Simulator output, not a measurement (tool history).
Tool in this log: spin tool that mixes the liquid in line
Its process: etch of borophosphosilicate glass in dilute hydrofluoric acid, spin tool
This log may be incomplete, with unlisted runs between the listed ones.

run    day  temperature setpoint of the liquid (C)  parts of water to one part of 49 % hydrofluoric acid (parts by volume)  time under the liquid (s)  thickness taken off the borophosphosilicate glass on a monitor wafer (angstrom)
  1  0.000                                    22.0                                                                     175                         95                                                                           175.90
  2  0.025                                    24.0                                                                     135                         95                                                                           254.76
  3  0.262                                    24.0                                                                     110                         95                                                                           324.88
  4  0.392                                    25.5                                                                      95                         95                                                                           406.07
  5  0.633                                    25.5                                                                      95                        100                                                                           426.99
  6  0.679                                    26.5                                                                      90                        100                                                                           474.52
  7  0.750                                    27.5                                                                      85                        100                                                                           520.90
  8  0.821                                    28.0                                                                      85                        100                                                                           529.34

What will run 9 give?
  9  0.971                                    28.5                                                                      85                        100                                                                                ?

Run 9 measured thickness taken off the borophosphosilicate glass on a monitor wafer (angstrom) 550.87.
